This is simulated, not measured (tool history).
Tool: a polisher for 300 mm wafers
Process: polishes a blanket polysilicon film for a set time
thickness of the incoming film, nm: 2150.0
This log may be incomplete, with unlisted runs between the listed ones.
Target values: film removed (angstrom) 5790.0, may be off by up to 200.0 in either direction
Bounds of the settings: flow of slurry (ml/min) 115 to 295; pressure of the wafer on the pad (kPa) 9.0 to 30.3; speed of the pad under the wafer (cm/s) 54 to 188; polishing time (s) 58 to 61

run    day  flow of slurry (ml/min)  pressure of the wafer on the pad (kPa)  speed of the pad under the wafer (cm/s)  polishing time (s)  film removed (angstrom)
  1  0.000                      190                                    19.3                                      120                  58                   4883.6
  2  0.375                      190                                    15.2                                      120                  58                   3805.5
  3  0.646                      155                                    15.2                                      120                  58                   3762.8
  4  0.796                      155                                    15.2                                      120                  58                   3720.1
  5  1.033                      135                                    15.2                                      120                  58                   3652.9
  6  1.396                      135                                    15.2                                      100                  58                   3156.2
  7  1.542                      155                                    20.7                                      104                  58                   4503.2
  8  1.683                      160                                    22.1                                      104                  58                   4724.9
  9  1.733                      170                                    22.8                                      104                  58                   4847.0
 10  1.758                      170                                    22.8                                      104                  58                   4948.0
 11  1.912                      175                                    23.4                                      104                  58                   5139.7
 12  1.938                      180                                    24.1                                      104                  58                   5311.8

Which of these 4 next moves meets every target?
  A  1.962                      180                                    24.8                                      110                  59                        ?
  B  1.962                      165                                    21.4                                      114                  61                        ?
  C  1.962                      170                                    22.8                                      100                  58                        ?
  D  1.962                      155                                    26.2                                      112                  60                        ?

move  film removed (angstrom)
   A                   5709.3
   B                   5213.7
   C                   4663.0
   D                   6087.5
A: hits every target within its allowed miss
B: misses by more than the last run did
C: misses by more than the last run did
D: takes the result that was furthest off past its target
Move A is the one to make.
